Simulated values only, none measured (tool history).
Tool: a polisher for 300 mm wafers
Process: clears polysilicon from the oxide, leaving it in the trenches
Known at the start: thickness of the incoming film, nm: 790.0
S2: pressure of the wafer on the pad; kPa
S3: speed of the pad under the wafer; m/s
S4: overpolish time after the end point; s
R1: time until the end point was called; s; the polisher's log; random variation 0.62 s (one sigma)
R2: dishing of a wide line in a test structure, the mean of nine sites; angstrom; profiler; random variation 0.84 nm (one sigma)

run 1 hour=0 | flow_of_slurry_(ml/min)=130 S2=12.4 S3=1 S4=14 | R1=71.605 R2=591.71
run 2 hour=8.1 | flow_of_slurry_(ml/min)=130 S2=12.4 S3=0.86 S4=14 | R1=77.267 R2=544.33
run 3 hour=11.7 | flow_of_slurry_(ml/min)=130 S2=12.4 S3=0.86 S4=11 | R1=77.225 R2=517.87
run 4 hour=15.6 | flow_of_slurry_(ml/min)=130 S2=12.4 S3=0.76 S4=11 | R1=85.536 R2=509.74
run 5 hour=23.1 | flow_of_slurry_(ml/min)=130 S2=10.3 S3=0.76 S4=11 | R1=102.63 R2=474.19
run 6 hour=32 | flow_of_slurry_(ml/min)=155 S2=10.3 S3=0.76 S4=11 | R1=100.63 R2=468.26
run 7 hour=33.4 | flow_of_slurry_(ml/min)=155 S2=11.7 S3=0.76 S4=12 | R1=89.136 R2=519.85
run 8 hour=42 | flow_of_slurry_(ml/min)=155 S2=12.4 S3=0.76 S4=12 | R1=84.061 R2=524.28

The next listed run, before its measurement:
run 9 hour=50.7 | flow_of_slurry_(ml/min)=155 S2=13.1 S3=0.76 S4=12 | R1=? R2=?

Run 9 gave R1 79.757 s, R2 523.68 angstrom.
